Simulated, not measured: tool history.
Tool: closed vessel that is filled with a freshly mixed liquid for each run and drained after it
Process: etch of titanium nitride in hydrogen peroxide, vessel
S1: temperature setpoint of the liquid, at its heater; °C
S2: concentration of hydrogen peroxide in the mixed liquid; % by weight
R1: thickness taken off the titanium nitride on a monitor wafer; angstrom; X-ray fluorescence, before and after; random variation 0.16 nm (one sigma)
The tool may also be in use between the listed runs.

run 1 hour=0.0 | S1=53.0 S2=21.5 time_in_the_liquid_(s)=730 | R1=336.55
run 2 hour=9.1 | S1=53.5 S2=21.5 time_in_the_liquid_(s)=730 | R1=350.57
run 3 hour=14.0 | S1=53.5 S2=21.5 time_in_the_liquid_(s)=785 | R1=377.41
run 4 hour=15.5 | S1=47.5 S2=21.5 time_in_the_liquid_(s)=785 | R1=245.91
run 5 hour=16.6 | S1=48.5 S2=21.5 time_in_the_liquid_(s)=785 | R1=262.49
run 6 hour=25.3 | S1=43.0 S2=21.5 time_in_the_liquid_(s)=785 | R1=174.16
run 7 hour=33.3 | S1=45.0 S2=21.5 time_in_the_liquid_(s)=785 | R1=203.17
run 8 hour=34.7 | S1=46.5 S2=21.5 time_in_the_liquid_(s)=785 | R1=226.97

The next listed run, before its measurement:
run 9 hour=38.9 | S1=54.5 S2=21.5 time_in_the_liquid_(s)=785 | R1=?

Run 9 gave R1 401.95 angstrom.
